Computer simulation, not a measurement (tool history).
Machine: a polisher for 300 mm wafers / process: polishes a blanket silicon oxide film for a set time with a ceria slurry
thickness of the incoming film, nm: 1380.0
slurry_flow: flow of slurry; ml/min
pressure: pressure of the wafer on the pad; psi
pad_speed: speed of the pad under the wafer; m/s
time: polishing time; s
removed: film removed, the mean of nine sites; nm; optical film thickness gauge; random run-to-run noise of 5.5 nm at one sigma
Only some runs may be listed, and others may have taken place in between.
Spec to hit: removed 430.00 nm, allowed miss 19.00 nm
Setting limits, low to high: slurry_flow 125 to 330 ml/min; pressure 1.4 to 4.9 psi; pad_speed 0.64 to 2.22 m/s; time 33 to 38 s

run,hour,slurry_flow,pressure,pad_speed,time,removed
1,0.0,210,3.1,1.42,38,273.66
2,5.1,210,3.1,1.08,38,204.31
3,8.5,210,3.4,1.10,38,232.60
4,14.6,210,3.4,1.10,38,234.55
5,18.9,210,3.7,1.10,38,259.44
6,24.9,210,3.7,1.28,38,293.16
7,29.3,210,3.9,1.28,38,314.97
8,29.9,215,4.8,1.32,38,394.11
9,31.5,215,4.8,1.34,38,398.49
10,34.2,215,4.8,1.36,38,405.52

Next run, 4 choices. One meets every target within its allowed miss, the rest don't. Which?
A,36.9,200,4.8,1.52,33,?
B,36.9,240,4.7,1.44,38,?
C,36.9,145,4.8,1.64,33,?
D,36.9,255,4.7,1.46,34,?

move,removed
A,397.77
B,435.74
C,405.78
D,397.81
A: its largest miss is bigger than the last run's
B: each result inside its tolerance
C: about as far from the targets as the last run
D: its largest miss is bigger than the last run's
Move B is the one to make.

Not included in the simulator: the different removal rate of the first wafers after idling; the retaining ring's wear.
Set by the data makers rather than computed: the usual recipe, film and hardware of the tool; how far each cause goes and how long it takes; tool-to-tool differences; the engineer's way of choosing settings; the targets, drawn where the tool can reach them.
